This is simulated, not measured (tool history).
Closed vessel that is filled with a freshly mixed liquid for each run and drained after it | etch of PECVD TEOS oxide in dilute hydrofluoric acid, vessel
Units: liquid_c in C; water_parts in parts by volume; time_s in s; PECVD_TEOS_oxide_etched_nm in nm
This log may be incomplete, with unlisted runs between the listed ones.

{"run": 1, "hour": 0.0, "liquid_c": 20, "water_parts": 75, "time_s": 315, "PECVD_TEOS_oxide_etched_nm": 60.66}
{"run": 2, "hour": 5.9, "liquid_c": 18.5, "water_parts": 75, "time_s": 315, "PECVD_TEOS_oxide_etched_nm": 57.956}
{"run": 3, "hour": 8.8, "liquid_c": 18.5, "water_parts": 90, "time_s": 315, "PECVD_TEOS_oxide_etched_nm": 47.402}
{"run": 4, "hour": 14.9, "liquid_c": 19.5, "water_parts": 90, "time_s": 315, "PECVD_TEOS_oxide_etched_nm": 48.461}
{"run": 5, "hour": 22.9, "liquid_c": 23, "water_parts": 90, "time_s": 315, "PECVD_TEOS_oxide_etched_nm": 57.345}
{"run": 6, "hour": 30.2, "liquid_c": 23.5, "water_parts": 90, "time_s": 315, "PECVD_TEOS_oxide_etched_nm": 57.289}

Run 7 comes next. What will it give?
{"run": 7, "hour": 33.8, "liquid_c": 27.5, "water_parts": 75, "time_s": 315, "PECVD_TEOS_oxide_etched_nm": "?"}

{"run 7": {"PECVD_TEOS_oxide_etched_nm": 84.823}}
